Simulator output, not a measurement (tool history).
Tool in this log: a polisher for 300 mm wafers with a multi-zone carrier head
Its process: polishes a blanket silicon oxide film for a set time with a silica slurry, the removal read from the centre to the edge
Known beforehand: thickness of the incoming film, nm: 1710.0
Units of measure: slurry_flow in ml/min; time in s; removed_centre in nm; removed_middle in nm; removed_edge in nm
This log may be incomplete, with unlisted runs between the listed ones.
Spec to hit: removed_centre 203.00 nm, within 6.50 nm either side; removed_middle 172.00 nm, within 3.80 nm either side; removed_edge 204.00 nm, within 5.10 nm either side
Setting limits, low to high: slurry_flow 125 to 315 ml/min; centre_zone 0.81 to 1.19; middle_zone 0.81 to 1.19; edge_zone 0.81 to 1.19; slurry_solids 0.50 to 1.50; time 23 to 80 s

run,day,slurry_flow,centre_zone,middle_zone,edge_zone,slurry_solids,time,removed_centre,removed_middle,removed_edge
1,0.000,205,1.00,1.00,1.00,1.00,51,240.94,235.29,245.99
2,0.212,205,0.95,1.00,1.00,1.00,51,234.26,236.05,245.30
3,0.492,205,0.95,1.00,1.00,1.00,42,192.61,194.57,199.96
4,0.725,195,0.97,0.97,1.01,1.00,42,194.48,189.69,201.43
5,1.058,195,0.97,0.97,0.94,1.00,42,196.45,189.70,198.17
6,1.312,195,0.97,0.97,0.94,1.10,42,197.85,198.77,199.92
7,1.642,140,1.03,0.87,1.02,1.10,43,202.21,180.39,207.77
8,1.896,140,1.04,0.86,1.02,1.10,43,209.25,178.58,203.46
9,2.071,135,1.04,0.85,1.03,1.10,43,203.29,177.32,205.28
10,2.196,135,1.04,0.85,1.03,1.10,43,204.36,177.69,205.56

4 candidate next runs follow, results not yet known. Just one meets every target within its allowed miss. Identify it.
A,2.321,140,1.10,0.87,1.01,1.20,41,?,?,?
B,2.321,130,1.06,0.86,1.08,1.05,43,?,?,?
C,2.321,135,1.03,0.87,1.00,1.20,42,?,?,?
D,2.321,125,0.97,0.85,0.97,1.40,42,?,?,?

move,removed_centre,removed_middle,removed_edge
A,215.67,175.97,198.67
B,204.88,172.98,203.67
C,204.95,178.92,201.45
D,198.50,182.63,205.98
A: its largest miss is bigger than the last run's
B: hits every target within its allowed miss
C: its largest miss is bigger than the last run's
D: its largest miss is bigger than the last run's
Move B is the one to make.
